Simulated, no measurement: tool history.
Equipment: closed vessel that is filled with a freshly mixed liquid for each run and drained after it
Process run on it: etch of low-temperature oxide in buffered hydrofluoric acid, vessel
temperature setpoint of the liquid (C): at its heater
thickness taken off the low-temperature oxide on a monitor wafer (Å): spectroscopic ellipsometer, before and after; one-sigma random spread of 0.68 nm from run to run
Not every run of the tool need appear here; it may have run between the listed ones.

run,day,temperature setpoint of the liquid (C),parts of 40 % ammonium fluoride to one part of 49 % hydrofluoric acid (parts by volume),time in the liquid (s),thickness taken off the low-temperature oxide on a monitor wafer (Å)
1,0.000,23.0,20,105,951.28
2,0.238,23.0,24,105,827.00
3,0.300,23.0,21,105,922.45
4,0.517,23.0,21,105,909.63
5,0.846,24.0,21,105,969.97
6,1.158,25.0,21,105,1025.10
7,1.538,25.5,21,105,1057.20

Estimate the outcome of run 8 from the log above:
8,1.892,26.0,21,105,?

thickness taken off the low-temperature oxide on a monitor wafer (Å): 1079.90
